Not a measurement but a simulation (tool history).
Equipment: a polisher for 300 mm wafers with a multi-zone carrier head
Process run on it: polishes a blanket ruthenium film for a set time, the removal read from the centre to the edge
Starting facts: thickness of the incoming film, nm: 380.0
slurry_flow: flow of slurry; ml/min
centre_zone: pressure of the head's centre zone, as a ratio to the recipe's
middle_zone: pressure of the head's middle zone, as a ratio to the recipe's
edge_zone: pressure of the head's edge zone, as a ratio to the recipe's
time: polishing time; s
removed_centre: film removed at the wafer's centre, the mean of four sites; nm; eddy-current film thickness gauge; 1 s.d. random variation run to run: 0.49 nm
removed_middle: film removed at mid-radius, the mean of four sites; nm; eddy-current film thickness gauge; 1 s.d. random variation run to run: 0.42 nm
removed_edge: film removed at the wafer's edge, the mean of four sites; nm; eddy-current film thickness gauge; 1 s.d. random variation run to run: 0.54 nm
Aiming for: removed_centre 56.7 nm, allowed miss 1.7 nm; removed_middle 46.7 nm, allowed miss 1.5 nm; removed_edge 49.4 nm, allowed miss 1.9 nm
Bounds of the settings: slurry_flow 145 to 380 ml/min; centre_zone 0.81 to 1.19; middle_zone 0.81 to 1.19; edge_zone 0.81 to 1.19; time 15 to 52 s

| run | day | slurry_flow | centre_zone | middle_zone | edge_zone | time | removed_centre | removed_middle | removed_edge |
|---|---|---|---|---|---|---|---|---|---|
| 1 | 0 | 245 | 1 | 1 | 1 | 33 | 42.272 | 41.748 | 42.583 |
| 2 | 0.05 | 245 | 1 | 1 | 1.07 | 33 | 41.859 | 41.774 | 43.904 |
| 3 | 0.192 | 245 | 1 | 0.95 | 1.07 | 33 | 42.395 | 39.791 | 43.609 |
| 4 | 0.371 | 250 | 1.02 | 0.96 | 1.08 | 33 | 43.091 | 40.382 | 43.868 |
| 5 | 0.592 | 215 | 1.02 | 0.96 | 1.08 | 33 | 42.302 | 38.83 | 43.682 |
| 6 | 0.904 | 165 | 1.02 | 0.96 | 1.08 | 33 | 39.737 | 37.189 | 41.797 |
| 7 | 0.975 | 185 | 1.04 | 0.97 | 1.08 | 33 | 41.619 | 39.185 | 42.513 |
| 8 | 1.325 | 200 | 1.05 | 0.97 | 1.09 | 33 | 42.12 | 39.053 | 42.542 |
| 9 | 1.579 | 215 | 1.06 | 0.97 | 1.1 | 33 | 43.681 | 40.045 | 43.576 |
| 10 | 1.638 | 230 | 1.07 | 0.97 | 1.11 | 33 | 43.831 | 39.414 | 44.421 |
| 11 | 1.9 | 240 | 1.08 | 0.97 | 1.1 | 33 | 44.779 | 40.669 | 44.003 |
| 12 | 1.992 | 250 | 1.09 | 0.97 | 1.1 | 33 | 45.435 | 40.442 | 45.165 |
| 13 | 2.338 | 260 | 1.1 | 0.97 | 1.09 | 33 | 45.565 | 41.145 | 43.804 |

4 next moves are on the table. One of them brings every result within its allowed miss. Which?
| A | 2.683 | 210 | 1.15 | 1.01 | 1.1 | 38 | ? | ? | ? |
| B | 2.683 | 230 | 1.14 | 0.94 | 1.1 | 37 | ? | ? | ? |
| C | 2.683 | 290 | 1.18 | 0.94 | 1.01 | 38 | ? | ? | ? |
| D | 2.683 | 215 | 1.14 | 0.9 | 1.07 | 38 | ? | ? | ? |

| move | removed_centre | removed_middle | removed_edge |
|---|---|---|---|
| A | 53.564 | 48.227 | 50.249 |
| B | 52.502 | 44.796 | 49.458 |
| C | 57.309 | 47.316 | 49.829 |
| D | 53.331 | 43.945 | 49.789 |
A: moves toward the targets from the last run without getting all of them in spec
B: moves toward the targets from the last run without getting all of them in spec
C: all results land within tolerance of their targets
D: moves toward the targets from the last run without getting all of them in spec
Move C is the one to make.
